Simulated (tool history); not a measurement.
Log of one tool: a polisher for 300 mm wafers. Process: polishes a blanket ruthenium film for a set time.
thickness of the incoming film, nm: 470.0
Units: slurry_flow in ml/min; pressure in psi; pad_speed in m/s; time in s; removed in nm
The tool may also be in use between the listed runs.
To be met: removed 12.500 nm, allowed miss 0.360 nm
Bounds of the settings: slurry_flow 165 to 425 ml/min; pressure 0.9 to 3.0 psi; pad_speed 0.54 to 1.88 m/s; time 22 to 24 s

run 1 hour=0.0 | slurry_flow=275 pressure=1.9 pad_speed=1.20 time=24 | removed=25.745
run 2 hour=7.3 | slurry_flow=235 pressure=1.9 pad_speed=1.20 time=24 | removed=25.627
run 3 hour=10.5 | slurry_flow=275 pressure=1.9 pad_speed=1.20 time=24 | removed=25.967
run 4 hour=12.3 | slurry_flow=275 pressure=1.6 pad_speed=1.20 time=24 | removed=23.299
run 5 hour=16.5 | slurry_flow=275 pressure=1.6 pad_speed=1.00 time=24 | removed=19.183
run 6 hour=23.8 | slurry_flow=275 pressure=1.2 pad_speed=1.00 time=24 | removed=16.370
run 7 hour=32.5 | slurry_flow=275 pressure=1.1 pad_speed=0.96 time=24 | removed=15.147
run 8 hour=38.7 | slurry_flow=275 pressure=1.0 pad_speed=0.92 time=24 | removed=13.646
run 9 hour=43.6 | slurry_flow=270 pressure=1.0 pad_speed=0.92 time=24 | removed=13.785
run 10 hour=47.4 | slurry_flow=265 pressure=1.0 pad_speed=0.90 time=24 | removed=13.492
run 11 hour=48.2 | slurry_flow=260 pressure=1.0 pad_speed=0.90 time=24 | removed=13.214

Which of these 4 next moves meets every target?
run A hour=49.0 | slurry_flow=290 pressure=1.0 pad_speed=0.82 time=23 | removed=?
run B hour=49.0 | slurry_flow=245 pressure=1.2 pad_speed=0.90 time=22 | removed=?
run C hour=49.0 | slurry_flow=300 pressure=1.1 pad_speed=0.92 time=24 | removed=?
run D hour=49.0 | slurry_flow=185 pressure=1.2 pad_speed=0.86 time=22 | removed=?

move=A removed=11.693
move=B removed=13.363
move=C removed=14.381
move=D removed=12.516
A: takes the result that was furthest off past its target
B: further off than the last run
C: further off than the last run
D: meets every target
Answer: D
